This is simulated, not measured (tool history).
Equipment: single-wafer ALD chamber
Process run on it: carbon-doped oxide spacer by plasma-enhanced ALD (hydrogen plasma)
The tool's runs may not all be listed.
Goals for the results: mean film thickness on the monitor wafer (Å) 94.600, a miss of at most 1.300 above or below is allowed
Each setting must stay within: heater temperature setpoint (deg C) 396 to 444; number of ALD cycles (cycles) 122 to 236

run  hour  heater temperature setpoint (deg C)  number of ALD cycles (cycles)  mean film thickness on the monitor wafer (Å)
  1   0.0                                  420                            179                                        72.749
  2   3.2                                  420                            200                                        81.325
  3  11.5                                  418                            202                                        82.891
  4  18.1                                  416                            204                                        84.263
     27.0  -- thermocouple changed; heater temperature recalibrated
  5  27.0                                  411                            204                                        86.606
  6  34.0                                  410                            205                                        86.820
  7  40.6                                  409                            206                                        88.123
  8  41.9                                  408                            206                                        88.085

Consider the 4 candidate settings below. Which is the only one whose results all fall within their allowed miss of target?
  A  43.2                                  411                            213                                             ?
  B  43.2                                  408                            220                                             ?
  C  43.2                                  414                            217                                             ?
  D  43.2                                  413                            214                                             ?

move  mean film thickness on the monitor wafer (Å)
   A                                        90.207
   B                                        93.946
   C                                        91.137
   D                                        90.128
A: nearer than the last run, and not there yet
B: each result inside its tolerance
C: nearer than the last run, and not there yet
D: nearer than the last run, and not there yet
Go with B: it meets all targets.
